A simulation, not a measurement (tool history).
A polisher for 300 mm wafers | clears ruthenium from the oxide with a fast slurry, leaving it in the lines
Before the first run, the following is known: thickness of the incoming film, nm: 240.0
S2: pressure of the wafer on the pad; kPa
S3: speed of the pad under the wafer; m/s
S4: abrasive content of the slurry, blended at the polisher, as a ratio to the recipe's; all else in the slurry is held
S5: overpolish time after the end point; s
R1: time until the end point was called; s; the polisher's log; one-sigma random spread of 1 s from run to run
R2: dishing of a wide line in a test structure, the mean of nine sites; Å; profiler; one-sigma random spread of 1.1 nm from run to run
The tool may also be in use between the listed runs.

Run 1, hour 0.0: flow of slurry (ml/min) 120, S2 17.9 kPa, S3 1.18 m/s, S4 1.0, S5 27 s. Result: R1 61.848 s, R2 617.09 Å.
Run 2, hour 3.6: flow of slurry (ml/min) 120, S2 17.9 kPa, S3 1.18 m/s, S4 1.0, S5 36 s. Result: R1 61.940 s, R2 692.05 Å.
Run 3, hour 11.0: flow of slurry (ml/min) 115, S2 15.9 kPa, S3 1.16 m/s, S4 1.0, S5 38 s. Result: R1 72.301 s, R2 670.03 Å.
Run 4, hour 16.2: flow of slurry (ml/min) 110, S2 13.8 kPa, S3 1.16 m/s, S4 1.0, S5 39 s. Result: R1 82.047 s, R2 628.14 Å.
Run 5, hour 23.0: flow of slurry (ml/min) 105, S2 12.4 kPa, S3 1.16 m/s, S4 1.0, S5 40 s. Result: R1 92.487 s, R2 585.76 Å.
Run 6, hour 25.0: flow of slurry (ml/min) 105, S2 12.4 kPa, S3 1.16 m/s, S4 1.0, S5 34 s. Result: R1 93.024 s, R2 540.95 Å.
Run 7, hour 33.8: flow of slurry (ml/min) 100, S2 11.7 kPa, S3 1.16 m/s, S4 1.0, S5 36 s. Result: R1 100.760 s, R2 545.48 Å.

Forecast run 8:
Run 8, hour 35.7: flow of slurry (ml/min) 95, S2 11.7 kPa, S3 1.16 m/s, S4 1.0, S5 37 s. Result: R1 ?, R2 ?.

For run 8 the tool returned R1 100.080 s, R2 532.17 Å.
